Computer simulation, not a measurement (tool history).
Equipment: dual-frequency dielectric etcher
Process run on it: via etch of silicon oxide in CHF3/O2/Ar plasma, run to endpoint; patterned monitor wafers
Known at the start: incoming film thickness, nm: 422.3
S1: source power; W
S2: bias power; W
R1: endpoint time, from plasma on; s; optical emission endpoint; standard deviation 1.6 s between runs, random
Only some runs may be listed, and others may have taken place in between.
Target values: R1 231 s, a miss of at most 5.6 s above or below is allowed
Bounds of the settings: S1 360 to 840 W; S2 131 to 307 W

run 1 hour=0 | S1=600 S2=219 | R1=189.42
run 2 hour=7.5 | S1=600 S2=187 | R1=201.76
run 3 hour=12.7 | S1=560 S2=183 | R1=208.28
run 4 hour=16.1 | S1=560 S2=214 | R1=195.98
run 5 hour=17.3 | S1=560 S2=184 | R1=207.96
run 6 hour=19.8 | S1=560 S2=208 | R1=200.89
run 7 hour=21.3 | S1=530 S2=205 | R1=205.18
run 8 hour=26.2 | S1=500 S2=202 | R1=205.4
run 9 hour=33.8 | S1=500 S2=202 | R1=211.56

Which single option among these 5 for the next run brings every result within its allowed miss of target? Just one does.
run A hour=41.4 | S1=490 S2=182 | R1=?
run B hour=41.4 | S1=400 S2=205 | R1=?
run C hour=41.4 | S1=450 S2=250 | R1=?
run D hour=41.4 | S1=360 S2=197 | R1=?
run E hour=41.4 | S1=590 S2=219 | R1=?

move=A R1=214.93
move=B R1=219.48
move=C R1=200.23
move=D R1=228.21
move=E R1=193.15
A: an improvement on the last run, though not all results are within tolerance
B: an improvement on the last run, though not all results are within tolerance
C: its largest miss is bigger than the last run's
D: all results land within tolerance of their targets
E: its largest miss is bigger than the last run's
D meets every target.
